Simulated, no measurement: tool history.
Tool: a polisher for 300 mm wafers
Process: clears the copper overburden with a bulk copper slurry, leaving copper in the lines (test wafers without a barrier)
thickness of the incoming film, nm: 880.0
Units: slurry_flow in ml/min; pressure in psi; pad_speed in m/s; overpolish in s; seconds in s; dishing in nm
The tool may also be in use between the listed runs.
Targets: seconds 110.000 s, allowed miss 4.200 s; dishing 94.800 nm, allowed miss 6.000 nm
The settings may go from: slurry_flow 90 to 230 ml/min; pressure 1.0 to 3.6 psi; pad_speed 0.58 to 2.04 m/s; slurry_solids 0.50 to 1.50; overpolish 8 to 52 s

Run 1, hour 0.0: slurry_flow 150 ml/min, pressure 2.3 psi, pad_speed 1.30 m/s, slurry_solids 1.00, overpolish 26 s. Result: seconds 80.901 s, dishing 100.750 nm.
Run 2, hour 6.8: slurry_flow 150 ml/min, pressure 1.9 psi, pad_speed 1.30 m/s, slurry_solids 1.00, overpolish 26 s. Result: seconds 92.921 s, dishing 91.574 nm.
Run 3, hour 9.8: slurry_flow 150 ml/min, pressure 1.9 psi, pad_speed 1.30 m/s, slurry_solids 1.00, overpolish 27 s. Result: seconds 93.937 s, dishing 92.199 nm.
Run 4, hour 12.4: slurry_flow 150 ml/min, pressure 1.9 psi, pad_speed 1.18 m/s, slurry_solids 1.00, overpolish 27 s. Result: seconds 103.040 s, dishing 89.559 nm.
Run 5, hour 19.5: slurry_flow 150 ml/min, pressure 1.9 psi, pad_speed 1.50 m/s, slurry_solids 1.00, overpolish 27 s. Result: seconds 81.283 s, dishing 93.845 nm.
Run 6, hour 27.7: slurry_flow 150 ml/min, pressure 1.9 psi, pad_speed 1.50 m/s, slurry_solids 1.10, overpolish 27 s. Result: seconds 78.635 s, dishing 92.827 nm.
Run 7, hour 32.6: slurry_flow 150 ml/min, pressure 1.8 psi, pad_speed 1.50 m/s, slurry_solids 1.10, overpolish 29 s. Result: seconds 83.389 s, dishing 94.756 nm.
Run 8, hour 40.8: slurry_flow 140 ml/min, pressure 1.2 psi, pad_speed 1.48 m/s, slurry_solids 1.10, overpolish 38 s. Result: seconds 113.390 s, dishing 87.970 nm.
Run 9, hour 44.0: slurry_flow 140 ml/min, pressure 1.2 psi, pad_speed 1.48 m/s, slurry_solids 1.10, overpolish 39 s. Result: seconds 115.880 s, dishing 91.074 nm.

5 next moves are on the table. One of them brings every result within its allowed miss. Which?
Run A, hour 47.2: slurry_flow 100 ml/min, pressure 1.2 psi, pad_speed 1.60 m/s, slurry_solids 0.95, overpolish 52 s. Result: seconds ?, dishing ?.
Run B, hour 47.2: slurry_flow 135 ml/min, pressure 1.2 psi, pad_speed 1.46 m/s, slurry_solids 1.10, overpolish 40 s. Result: seconds ?, dishing ?.
Run C, hour 47.2: slurry_flow 130 ml/min, pressure 1.1 psi, pad_speed 1.68 m/s, slurry_solids 1.10, overpolish 32 s. Result: seconds ?, dishing ?.
Run D, hour 47.2: slurry_flow 120 ml/min, pressure 1.3 psi, pad_speed 1.52 m/s, slurry_solids 1.10, overpolish 48 s. Result: seconds ?, dishing ?.
Run E, hour 47.2: slurry_flow 90 ml/min, pressure 1.2 psi, pad_speed 1.74 m/s, slurry_solids 1.05, overpolish 26 s. Result: seconds ?, dishing ?.

move  seconds  dishing
   A  118.250   91.438
   B  116.660   88.323
   C  108.770   84.190
   D  108.650   93.071
   E  109.400   80.557
A: further off than the last run
B: further off than the last run
C: brings the result that was furthest off to its target, and leaves another outside
D: meets every target
E: brings the result that was furthest off to its target, and leaves another outside
Answer: D
